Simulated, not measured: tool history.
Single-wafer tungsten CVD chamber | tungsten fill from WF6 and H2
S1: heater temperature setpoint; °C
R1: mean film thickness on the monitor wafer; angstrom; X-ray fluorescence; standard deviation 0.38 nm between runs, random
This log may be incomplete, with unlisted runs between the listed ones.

Run 1, hour 0: S1 375 °C, chamber pressure (Pa) 6999, deposition time (s) 26.5. Result: R1 634.88 angstrom.
Run 2, hour 3: S1 375 °C, chamber pressure (Pa) 6999, deposition time (s) 25.2. Result: R1 605.07 angstrom.
Run 3, hour 4.3: S1 375 °C, chamber pressure (Pa) 6399, deposition time (s) 25.2. Result: R1 573.93 angstrom.
Run 4, hour 7.8: S1 375 °C, chamber pressure (Pa) 7413, deposition time (s) 25.2. Result: R1 626.86 angstrom.
Run 5, hour 16.7: S1 375 °C, chamber pressure (Pa) 7413, deposition time (s) 26.5. Result: R1 658.43 angstrom.
Run 6, hour 24.7: S1 379 °C, chamber pressure (Pa) 7426, deposition time (s) 26.5. Result: R1 716.58 angstrom.
Run 7, hour 33.1: S1 382 °C, chamber pressure (Pa) 7426, deposition time (s) 26.5. Result: R1 771.14 angstrom.
Run 8, hour 36.7: S1 384 °C, chamber pressure (Pa) 7426, deposition time (s) 26.5. Result: R1 806.69 angstrom.
Run 9, hour 44: S1 385 °C, chamber pressure (Pa) 7426, deposition time (s) 26.5. Result: R1 827.97 angstrom.
Run 10, hour 47.9: S1 385 °C, chamber pressure (Pa) 7426, deposition time (s) 26.5. Result: R1 826.8 angstrom.

Run 11, settings as shown, results not yet in. Your forecast:
Run 11, hour 51.6: S1 386 °C, chamber pressure (Pa) 7426, deposition time (s) 26.5. Result: R1 ?.

{"run 11": {"R1": 846.25}}

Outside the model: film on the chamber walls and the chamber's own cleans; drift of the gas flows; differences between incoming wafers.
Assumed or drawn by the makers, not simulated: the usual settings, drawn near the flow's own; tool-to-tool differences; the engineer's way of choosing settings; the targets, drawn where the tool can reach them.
